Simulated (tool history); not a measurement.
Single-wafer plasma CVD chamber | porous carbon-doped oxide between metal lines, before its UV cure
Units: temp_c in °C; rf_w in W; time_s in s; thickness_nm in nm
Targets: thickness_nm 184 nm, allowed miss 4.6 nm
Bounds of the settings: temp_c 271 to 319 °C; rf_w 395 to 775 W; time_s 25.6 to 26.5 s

run,hour,temp_c,rf_w,time_s,thickness_nm
1,0,295,585,25.6,161.01
2,1.3,295,585,25.6,160.8
3,3.2,295,540,25.6,149.24
4,4.6,295,540,25.6,149.85
5,9.2,289,560,25.7,160.98
6,12.2,293,560,25.7,157.15
7,14.3,293,560,25.7,157.21
8,20,288,575,25.7,165.62
9,24.8,284,580,25.7,172.4
10,32,282,585,25.7,175.85
11,34.6,280,585,25.7,178.43

Which of these 5 next moves meets every target?
A,37.2,283,630,25.6,?
B,37.2,291,605,26.3,?
C,37.2,282,635,26.5,?
D,37.2,282,570,25.6,?
E,37.2,291,605,25.6,?

move,thickness_nm
A,184.63
B,173.44
C,193.51
D,170.86
E,168.97
A: meets every target
B: further off than the last run
C: takes the result that was furthest off past its target
D: further off than the last run
E: further off than the last run
Answer: A
